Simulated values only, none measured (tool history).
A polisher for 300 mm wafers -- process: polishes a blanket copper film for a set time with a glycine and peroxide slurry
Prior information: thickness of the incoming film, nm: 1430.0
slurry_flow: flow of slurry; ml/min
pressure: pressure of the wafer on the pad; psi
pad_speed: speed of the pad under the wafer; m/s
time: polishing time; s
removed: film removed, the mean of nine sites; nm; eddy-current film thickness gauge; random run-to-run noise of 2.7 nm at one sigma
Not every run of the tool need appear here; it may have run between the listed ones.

run,hour,slurry_flow,pressure,pad_speed,time,removed
1,0,285,2.5,0.92,119,412.11
2,3.3,285,2.5,0.92,119,410.49
3,11.9,310,2.5,0.92,119,415.32
4,20.2,310,1.9,0.92,119,343.38
5,24.9,310,1.8,0.92,119,330.76
6,26.5,310,1.7,0.92,119,325.19
7,32.9,305,1.1,0.9,119,244.58

What does the tool deliver on the next run?
8,34.4,315,1.1,0.9,119,?

{"run 8": {"removed": 244.9}}

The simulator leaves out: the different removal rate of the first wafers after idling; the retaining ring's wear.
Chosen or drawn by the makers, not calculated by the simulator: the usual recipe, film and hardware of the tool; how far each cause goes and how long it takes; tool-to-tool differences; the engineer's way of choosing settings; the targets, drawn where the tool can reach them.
